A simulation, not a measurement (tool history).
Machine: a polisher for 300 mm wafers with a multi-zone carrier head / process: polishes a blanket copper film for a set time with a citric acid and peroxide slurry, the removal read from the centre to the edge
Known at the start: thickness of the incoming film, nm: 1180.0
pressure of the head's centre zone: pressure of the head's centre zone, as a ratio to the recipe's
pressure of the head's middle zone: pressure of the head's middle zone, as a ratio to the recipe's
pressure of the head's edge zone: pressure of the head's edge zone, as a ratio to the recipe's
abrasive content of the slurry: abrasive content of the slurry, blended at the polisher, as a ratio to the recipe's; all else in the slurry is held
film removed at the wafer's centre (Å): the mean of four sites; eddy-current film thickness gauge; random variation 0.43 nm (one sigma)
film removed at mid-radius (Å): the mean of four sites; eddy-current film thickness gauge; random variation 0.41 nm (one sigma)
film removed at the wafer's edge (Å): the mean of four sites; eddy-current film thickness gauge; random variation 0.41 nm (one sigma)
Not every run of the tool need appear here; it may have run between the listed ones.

run,hour,flow of slurry (ml/min),pressure of the head's centre zone,pressure of the head's middle zone,pressure of the head's edge zone,abrasive content of the slurry,polishing time (s),film removed at the wafer's centre (Å),film removed at mid-radius (Å),film removed at the wafer's edge (Å)
1,0,180,1,1,1,1,45,466.06,474.65,481.2
2,2.2,180,1,1,1,1,37,388.85,393.92,395.4
3,6.1,180,1,1,1.07,1,37,380.98,394.91,407.88
4,13.8,180,1.03,0.98,1.04,0.95,37,394.06,387.92,404.15
5,15.6,180,1.03,0.98,1.04,0.95,33,353.8,337.01,359.56
6,24.3,195,1.05,0.99,1.04,0.95,33,358.39,350.76,362.68
7,28,195,1.05,0.99,1.04,0.95,33,370.39,348.92,362.55

Expected results for the next run?
8,29.5,205,1.07,0.99,1.05,0.95,33,?,?,?

Run 8 gave film removed at the wafer's centre (Å) 368.78, film removed at mid-radius (Å) 349.09, film removed at the wafer's edge (Å) 362.56.

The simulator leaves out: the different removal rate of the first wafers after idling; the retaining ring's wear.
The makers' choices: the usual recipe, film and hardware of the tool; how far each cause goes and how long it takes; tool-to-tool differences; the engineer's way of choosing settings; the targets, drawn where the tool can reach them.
